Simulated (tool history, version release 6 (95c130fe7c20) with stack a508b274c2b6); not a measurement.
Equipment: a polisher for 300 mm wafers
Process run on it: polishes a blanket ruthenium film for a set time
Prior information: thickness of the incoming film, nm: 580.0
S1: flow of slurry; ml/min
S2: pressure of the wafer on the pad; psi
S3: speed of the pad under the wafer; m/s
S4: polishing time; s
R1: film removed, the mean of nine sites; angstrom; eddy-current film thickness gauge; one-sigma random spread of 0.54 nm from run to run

run  hour   S1   S2    S3  S4      R1
  1   0.0  195  2.2  0.80  51  407.61
  2   4.0  200  2.4  0.80  51  440.27
  3   9.2  200  2.4  0.60  51  353.21
  4  16.0  200  2.7  0.60  51  395.38
  5  19.2  205  2.9  0.60  51  432.95
  6  28.0  240  2.9  0.60  51  434.50
  7  33.5  240  3.0  0.60  51  448.99
  8  37.3  240  3.1  0.60  51  468.69
  9  39.2  240  3.2  0.60  51  478.55
 10  45.8  240  3.3  0.60  51  500.86

Run 11, settings as shown, results not yet in. Your forecast:
 11  54.3  240  3.4  0.60  51   ?

Logged for run 11: R1 500.11 angstrom.

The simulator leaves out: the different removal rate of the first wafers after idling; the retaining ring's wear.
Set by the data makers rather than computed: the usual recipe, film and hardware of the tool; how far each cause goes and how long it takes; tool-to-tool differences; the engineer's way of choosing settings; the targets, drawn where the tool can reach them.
